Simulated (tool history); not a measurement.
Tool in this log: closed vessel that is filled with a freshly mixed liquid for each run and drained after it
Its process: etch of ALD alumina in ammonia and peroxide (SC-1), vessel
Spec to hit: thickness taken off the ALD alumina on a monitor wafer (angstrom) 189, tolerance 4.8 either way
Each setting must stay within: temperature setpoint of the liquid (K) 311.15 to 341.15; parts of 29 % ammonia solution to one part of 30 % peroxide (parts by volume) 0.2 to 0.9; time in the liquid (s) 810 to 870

| run | hour | temperature setpoint of the liquid (K) | parts of 29 % ammonia solution to one part of 30 % peroxide (parts by volume) | time in the liquid (s) | thickness taken off the ALD alumina on a monitor wafer (angstrom) |
|---|---|---|---|---|---|
| 1 | 0 | 325.15 | 0.5 | 810 | 332.98 |
| 2 | 3.4 | 325.15 | 0.5 | 870 | 361.86 |
| 3 | 4.1 | 325.15 | 0.5 | 870 | 358.03 |
| 4 | 6.4 | 321.65 | 0.5 | 870 | 294.64 |
| 5 | 11.8 | 328.15 | 0.5 | 870 | 427.21 |
| 6 | 16.1 | 328.15 | 0.5 | 810 | 389.67 |
| 7 | 21.7 | 324.65 | 0.5 | 810 | 323.73 |
| 8 | 26 | 321.65 | 0.5 | 810 | 278.14 |
| 9 | 27.2 | 319.65 | 0.5 | 810 | 247.26 |
| 10 | 34.1 | 318.15 | 0.5 | 810 | 228.54 |
| 11 | 41.9 | 317.15 | 0.5 | 810 | 214.54 |

Of the 4 settings listed for the next run, only one would bring every result within its allowed miss of target. Which one?
| A | 49.7 | 314.65 | 0.6 | 810 | ? |
| B | 49.7 | 317.65 | 0.5 | 830 | ? |
| C | 49.7 | 317.65 | 0.5 | 845 | ? |
| D | 49.7 | 314.15 | 0.55 | 810 | ? |

| move | thickness taken off the ALD alumina on a monitor wafer (angstrom) |
|---|---|
| A | 188.41 |
| B | 225.64 |
| C | 229.72 |
| D | 181.46 |
A: every result within its allowed miss
B: misses by more than the last run did
C: misses by more than the last run did
D: moves the result that the last run missed by most past its target, out the other side
Answer: A
